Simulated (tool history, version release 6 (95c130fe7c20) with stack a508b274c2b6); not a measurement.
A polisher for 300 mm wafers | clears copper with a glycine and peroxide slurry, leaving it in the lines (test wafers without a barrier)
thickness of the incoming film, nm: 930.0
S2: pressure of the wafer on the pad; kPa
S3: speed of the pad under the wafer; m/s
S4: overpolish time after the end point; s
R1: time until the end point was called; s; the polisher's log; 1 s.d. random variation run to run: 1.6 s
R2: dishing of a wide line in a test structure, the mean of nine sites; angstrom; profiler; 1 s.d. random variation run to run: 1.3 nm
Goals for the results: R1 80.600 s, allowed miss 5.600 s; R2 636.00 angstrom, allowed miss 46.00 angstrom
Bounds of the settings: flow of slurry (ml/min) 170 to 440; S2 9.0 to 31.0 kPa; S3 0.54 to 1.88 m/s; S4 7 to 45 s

Run 1, hour 0.0: flow of slurry (ml/min) 280, S2 20.0 kPa, S3 1.20 m/s, S4 23 s. Result: R1 123.490 s, R2 582.28 angstrom.
Run 2, hour 6.8: flow of slurry (ml/min) 280, S2 20.0 kPa, S3 1.20 m/s, S4 27 s. Result: R1 120.500 s, R2 607.17 angstrom.
Run 3, hour 9.7: flow of slurry (ml/min) 280, S2 20.0 kPa, S3 1.04 m/s, S4 27 s. Result: R1 141.610 s, R2 595.13 angstrom.
Run 4, hour 10.9: flow of slurry (ml/min) 315, S2 20.0 kPa, S3 1.04 m/s, S4 27 s. Result: R1 138.170 s, R2 583.02 angstrom.
Run 5, hour 15.4: flow of slurry (ml/min) 315, S2 20.0 kPa, S3 1.04 m/s, S4 22 s. Result: R1 139.890 s, R2 542.35 angstrom.
Run 6, hour 17.8: flow of slurry (ml/min) 315, S2 20.0 kPa, S3 1.32 m/s, S4 22 s. Result: R1 113.210 s, R2 606.29 angstrom.
Run 7, hour 20.2: flow of slurry (ml/min) 315, S2 22.1 kPa, S3 1.34 m/s, S4 20 s. Result: R1 100.770 s, R2 598.42 angstrom.
Run 8, hour 24.2: flow of slurry (ml/min) 315, S2 23.4 kPa, S3 1.36 m/s, S4 20 s. Result: R1 95.785 s, R2 584.19 angstrom.
Run 9, hour 33.0: flow of slurry (ml/min) 315, S2 24.1 kPa, S3 1.38 m/s, S4 21 s. Result: R1 92.921 s, R2 597.13 angstrom.

Consider the 4 candidate settings below. Which is the only one whose results all fall within their allowed miss of target?
Run A, hour 41.8: flow of slurry (ml/min) 295, S2 26.9 kPa, S3 1.72 m/s, S4 13 s. Result: R1 ?, R2 ?.
Run B, hour 41.8: flow of slurry (ml/min) 325, S2 23.4 kPa, S3 1.20 m/s, S4 23 s. Result: R1 ?, R2 ?.
Run C, hour 41.8: flow of slurry (ml/min) 290, S2 22.1 kPa, S3 1.78 m/s, S4 32 s. Result: R1 ?, R2 ?.
Run D, hour 41.8: flow of slurry (ml/min) 310, S2 19.3 kPa, S3 1.54 m/s, S4 27 s. Result: R1 ?, R2 ?.

move       R1      R2
   A   69.421  575.47
   B  107.070  608.27
   C   80.060  642.78
   D  101.570  618.43
A: moves the result that the last run missed by most past its target, out the other side
B: its largest miss is bigger than the last run's
C: each result inside its tolerance
D: its largest miss is bigger than the last run's
C is the move that brings every result within its allowed miss.
